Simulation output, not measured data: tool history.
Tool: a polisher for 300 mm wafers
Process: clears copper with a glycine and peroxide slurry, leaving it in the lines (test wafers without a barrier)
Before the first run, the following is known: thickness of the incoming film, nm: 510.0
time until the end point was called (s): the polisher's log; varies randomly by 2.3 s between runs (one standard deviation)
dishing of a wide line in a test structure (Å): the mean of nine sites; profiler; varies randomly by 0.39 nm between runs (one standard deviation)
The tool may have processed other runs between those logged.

run,hour,flow of slurry (ml/min),pressure of the wafer on the pad (psi),speed of the pad under the wafer (cm/s),overpolish time after the end point (s),time until the end point was called (s),dishing of a wide line in a test structure (Å)
1,0,295,2.3,112,25,111.74,676.87
2,1.6,260,1.9,116,20,126.74,545.89
3,10.4,325,1.6,116,16,132.5,434.32
4,18,325,1.3,116,16,149.62,382.92
5,22,370,1.2,116,14,148.63,338.57
6,29.3,400,1.1,118,12,159.08,285.56

For run 7, what comes out?
7,32.8,420,1.1,126,11,?,?

time until the end point was called (s): 153.28
dishing of a wide line in a test structure (Å): 280.45

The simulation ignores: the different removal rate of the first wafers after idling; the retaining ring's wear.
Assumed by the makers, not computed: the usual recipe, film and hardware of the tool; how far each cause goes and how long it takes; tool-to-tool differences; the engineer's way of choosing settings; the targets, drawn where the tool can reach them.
